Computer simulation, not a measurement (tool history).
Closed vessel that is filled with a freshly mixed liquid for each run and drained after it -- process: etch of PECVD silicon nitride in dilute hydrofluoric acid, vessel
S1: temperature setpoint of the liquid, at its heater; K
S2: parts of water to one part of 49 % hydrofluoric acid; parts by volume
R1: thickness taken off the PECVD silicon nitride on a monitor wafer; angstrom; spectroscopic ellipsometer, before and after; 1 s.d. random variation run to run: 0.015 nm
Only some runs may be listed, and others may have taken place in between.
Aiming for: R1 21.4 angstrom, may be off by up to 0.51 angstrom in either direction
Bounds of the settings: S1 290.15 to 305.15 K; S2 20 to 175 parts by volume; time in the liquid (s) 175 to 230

run 1 hour=0 | S1=297.15 S2=95 time_in_the_liquid_(s)=230 | R1=39.28
run 2 hour=3.9 | S1=299.15 S2=95 time_in_the_liquid_(s)=230 | R1=45.392
run 3 hour=10.2 | S1=299.15 S2=115 time_in_the_liquid_(s)=230 | R1=37.425
run 4 hour=12.4 | S1=299.15 S2=145 time_in_the_liquid_(s)=230 | R1=29.366
run 5 hour=13.6 | S1=297.65 S2=145 time_in_the_liquid_(s)=230 | R1=26.775
run 6 hour=17.8 | S1=296.65 S2=145 time_in_the_liquid_(s)=230 | R1=25.158
run 7 hour=25.8 | S1=296.15 S2=145 time_in_the_liquid_(s)=230 | R1=24.372
run 8 hour=31.1 | S1=293.65 S2=145 time_in_the_liquid_(s)=230 | R1=20.541

Exactly one of the 4 candidate moves below puts every result within its allowed miss. Which one?
run A hour=36.4 | S1=294.15 S2=130 time_in_the_liquid_(s)=220 | R1=?
run B hour=36.4 | S1=295.15 S2=140 time_in_the_liquid_(s)=215 | R1=?
run C hour=36.4 | S1=294.65 S2=145 time_in_the_liquid_(s)=205 | R1=?
run D hour=36.4 | S1=291.15 S2=110 time_in_the_liquid_(s)=215 | R1=?

move=A R1=22.696
move=B R1=22.041
move=C R1=19.646
move=D R1=21.293
A: takes the biggest miss from the last run beyond its target
B: takes the biggest miss from the last run beyond its target
C: lands further from the targets than the last run did
D: in spec on every target
So the answer is move D, the one that meets all the targets.
